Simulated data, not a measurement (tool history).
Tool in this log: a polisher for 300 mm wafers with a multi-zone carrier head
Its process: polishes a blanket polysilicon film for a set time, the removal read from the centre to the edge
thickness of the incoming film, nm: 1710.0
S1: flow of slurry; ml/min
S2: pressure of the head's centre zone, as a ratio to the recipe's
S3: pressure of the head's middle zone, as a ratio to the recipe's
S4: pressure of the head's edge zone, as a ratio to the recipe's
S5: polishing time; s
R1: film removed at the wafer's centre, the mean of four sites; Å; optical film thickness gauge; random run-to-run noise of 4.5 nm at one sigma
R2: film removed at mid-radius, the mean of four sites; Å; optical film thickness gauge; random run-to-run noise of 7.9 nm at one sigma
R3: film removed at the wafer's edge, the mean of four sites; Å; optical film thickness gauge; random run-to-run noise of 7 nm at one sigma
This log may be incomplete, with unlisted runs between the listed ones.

{"run": 1, "hour": 0.0, "S1": 140, "S2": 1.0, "S3": 1.0, "S4": 1.0, "S5": 53, "R1": 5072.3, "R2": 5244.7, "R3": 5073.2}
{"run": 2, "hour": 8.1, "S1": 150, "S2": 1.02, "S3": 1.01, "S4": 1.02, "S5": 53, "R1": 5270.6, "R2": 5469.7, "R3": 5203.6}
{"run": 3, "hour": 8.7, "S1": 155, "S2": 1.04, "S3": 1.01, "S4": 1.04, "S5": 53, "R1": 5285.2, "R2": 5565.8, "R3": 5311.9}
{"run": 4, "hour": 16.2, "S1": 160, "S2": 1.06, "S3": 1.0, "S4": 1.04, "S5": 54, "R1": 5542.9, "R2": 5642.9, "R3": 5264.2}
{"run": 5, "hour": 22.6, "S1": 160, "S2": 1.06, "S3": 1.0, "S4": 0.96, "S5": 54, "R1": 5557.5, "R2": 5472.2, "R3": 5314.2}
{"run": 6, "hour": 23.3, "S1": 160, "S2": 1.06, "S3": 0.95, "S4": 0.96, "S5": 54, "R1": 5496.6, "R2": 5360.5, "R3": 5107.8}
{"run": 7, "hour": 24.0, "S1": 160, "S2": 1.08, "S3": 0.98, "S4": 0.96, "S5": 55, "R1": 5776.6, "R2": 5707.0, "R3": 5338.9}
{"run": 8, "hour": 29.1, "S1": 165, "S2": 1.08, "S3": 0.97, "S4": 0.96, "S5": 56, "R1": 5897.2, "R2": 5689.1, "R3": 5397.8}
{"run": 9, "hour": 30.5, "S1": 165, "S2": 1.08, "S3": 0.97, "S4": 0.96, "S5": 57, "R1": 5965.2, "R2": 5866.8, "R3": 5475.9}
{"run": 10, "hour": 34.1, "S1": 160, "S2": 1.09, "S3": 0.97, "S4": 0.96, "S5": 58, "R1": 6041.9, "R2": 5902.5, "R3": 5505.4}
{"run": 11, "hour": 38.9, "S1": 170, "S2": 1.08, "S3": 0.96, "S4": 0.95, "S5": 59, "R1": 6246.7, "R2": 6004.6, "R3": 5619.0}

The next listed run, before its measurement:
{"run": 12, "hour": 45.3, "S1": 170, "S2": 1.08, "S3": 0.95, "S4": 0.95, "S5": 60, "R1": "?", "R2": "?", "R3": "?"}

Run 12 gave R1 6316.6 Å, R2 5927.3 Å, R3 5720.1 Å.
